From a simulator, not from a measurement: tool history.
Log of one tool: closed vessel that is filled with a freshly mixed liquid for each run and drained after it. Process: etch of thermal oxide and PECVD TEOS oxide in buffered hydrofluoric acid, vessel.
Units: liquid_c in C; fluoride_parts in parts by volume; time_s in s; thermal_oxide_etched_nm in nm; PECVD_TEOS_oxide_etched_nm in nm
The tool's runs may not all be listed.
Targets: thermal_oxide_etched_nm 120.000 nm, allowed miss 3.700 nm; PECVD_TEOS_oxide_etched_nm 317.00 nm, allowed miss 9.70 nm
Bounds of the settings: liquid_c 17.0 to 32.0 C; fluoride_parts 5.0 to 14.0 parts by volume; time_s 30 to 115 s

Run 1, hour 0.0: liquid_c 24.0 C, fluoride_parts 8.5 parts by volume, time_s 60 s. Result: thermal_oxide_etched_nm 79.036 nm, PECVD_TEOS_oxide_etched_nm 209.25 nm.
Run 2, hour 8.8: liquid_c 22.5 C, fluoride_parts 8.5 parts by volume, time_s 60 s. Result: thermal_oxide_etched_nm 73.494 nm, PECVD_TEOS_oxide_etched_nm 192.24 nm.
Run 3, hour 9.7: liquid_c 24.0 C, fluoride_parts 8.5 parts by volume, time_s 60 s. Result: thermal_oxide_etched_nm 80.461 nm, PECVD_TEOS_oxide_etched_nm 210.71 nm.
Run 4, hour 11.1: liquid_c 24.0 C, fluoride_parts 8.5 parts by volume, time_s 45 s. Result: thermal_oxide_etched_nm 59.451 nm, PECVD_TEOS_oxide_etched_nm 157.57 nm.
Run 5, hour 19.8: liquid_c 25.5 C, fluoride_parts 8.0 parts by volume, time_s 45 s. Result: thermal_oxide_etched_nm 69.823 nm, PECVD_TEOS_oxide_etched_nm 182.37 nm.
Run 6, hour 21.4: liquid_c 26.5 C, fluoride_parts 7.5 parts by volume, time_s 45 s. Result: thermal_oxide_etched_nm 78.386 nm, PECVD_TEOS_oxide_etched_nm 209.57 nm.
Run 7, hour 22.6: liquid_c 27.5 C, fluoride_parts 7.5 parts by volume, time_s 45 s. Result: thermal_oxide_etched_nm 81.464 nm, PECVD_TEOS_oxide_etched_nm 220.41 nm.
Run 8, hour 24.3: liquid_c 28.0 C, fluoride_parts 7.0 parts by volume, time_s 45 s. Result: thermal_oxide_etched_nm 91.749 nm, PECVD_TEOS_oxide_etched_nm 243.35 nm.
Run 9, hour 31.7: liquid_c 28.5 C, fluoride_parts 7.0 parts by volume, time_s 45 s. Result: thermal_oxide_etched_nm 95.404 nm, PECVD_TEOS_oxide_etched_nm 247.25 nm.
Run 10, hour 39.3: liquid_c 29.0 C, fluoride_parts 7.0 parts by volume, time_s 45 s. Result: thermal_oxide_etched_nm 96.728 nm, PECVD_TEOS_oxide_etched_nm 257.38 nm.
Run 11, hour 42.4: liquid_c 29.5 C, fluoride_parts 7.0 parts by volume, time_s 45 s. Result: thermal_oxide_etched_nm 97.633 nm, PECVD_TEOS_oxide_etched_nm 259.56 nm.

Which of these 4 next moves meets every target?
Run A, hour 45.5: liquid_c 32.0 C, fluoride_parts 9.5 parts by volume, time_s 40 s. Result: thermal_oxide_etched_nm ?, PECVD_TEOS_oxide_etched_nm ?.
Run B, hour 45.5: liquid_c 32.0 C, fluoride_parts 7.5 parts by volume, time_s 55 s. Result: thermal_oxide_etched_nm ?, PECVD_TEOS_oxide_etched_nm ?.
Run C, hour 45.5: liquid_c 29.0 C, fluoride_parts 6.0 parts by volume, time_s 55 s. Result: thermal_oxide_etched_nm ?, PECVD_TEOS_oxide_etched_nm ?.
Run D, hour 45.5: liquid_c 29.0 C, fluoride_parts 5.5 parts by volume, time_s 45 s. Result: thermal_oxide_etched_nm ?, PECVD_TEOS_oxide_etched_nm ?.

move  thermal_oxide_etched_nm  PECVD_TEOS_oxide_etched_nm
   A                   73.944                      195.55
   B                  128.100                      338.78
   C                  134.830                      356.57
   D                  118.730                      314.01
A: further off than the last run
B: takes the result that was furthest off past its target
C: takes the result that was furthest off past its target
D: meets every target
The right move is D.

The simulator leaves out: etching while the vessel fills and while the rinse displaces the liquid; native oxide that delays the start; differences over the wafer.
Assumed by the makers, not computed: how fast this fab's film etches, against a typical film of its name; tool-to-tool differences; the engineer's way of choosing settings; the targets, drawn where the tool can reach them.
